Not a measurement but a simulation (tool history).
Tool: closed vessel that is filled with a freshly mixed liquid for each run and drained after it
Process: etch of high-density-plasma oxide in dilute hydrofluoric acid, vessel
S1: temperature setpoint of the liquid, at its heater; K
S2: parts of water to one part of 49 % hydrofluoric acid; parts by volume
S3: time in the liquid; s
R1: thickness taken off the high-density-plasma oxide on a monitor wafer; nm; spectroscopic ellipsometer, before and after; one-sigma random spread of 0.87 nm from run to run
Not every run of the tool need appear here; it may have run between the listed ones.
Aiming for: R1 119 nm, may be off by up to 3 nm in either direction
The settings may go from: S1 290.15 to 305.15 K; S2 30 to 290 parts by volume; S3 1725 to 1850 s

run 1 hour=0 | S1=297.15 S2=160 S3=1725 | R1=82.623
run 2 hour=3 | S1=298.15 S2=160 S3=1725 | R1=86.618
run 3 hour=6.6 | S1=298.15 S2=160 S3=1850 | R1=90.821
run 4 hour=8 | S1=301.15 S2=160 S3=1850 | R1=102.66
run 5 hour=16.8 | S1=301.15 S2=105 S3=1850 | R1=167.38
run 6 hour=23.3 | S1=301.15 S2=55 S3=1850 | R1=342.33
run 7 hour=24.3 | S1=300.15 S2=65 S3=1850 | R1=277.34
run 8 hour=29.4 | S1=298.65 S2=75 S3=1850 | R1=220.16
run 9 hour=37.3 | S1=294.65 S2=75 S3=1850 | R1=192.38

5 next moves are on the table. One of them brings every result within its allowed miss. Which?
run A hour=45.2 | S1=293.15 S2=50 S3=1795 | R1=?
run B hour=45.2 | S1=293.65 S2=60 S3=1850 | R1=?
run C hour=45.2 | S1=294.65 S2=135 S3=1725 | R1=?
run D hour=45.2 | S1=294.15 S2=115 S3=1725 | R1=?
run E hour=45.2 | S1=296.65 S2=115 S3=1745 | R1=?

move=A R1=265.01
move=B R1=229.69
move=C R1=90.963
move=D R1=107.02
move=E R1=119.6
A: further off than the last run
B: further off than the last run
C: takes the biggest miss from the last run beyond its target
D: takes the biggest miss from the last run beyond its target
E: each result inside its tolerance
The move that meets every target is E.
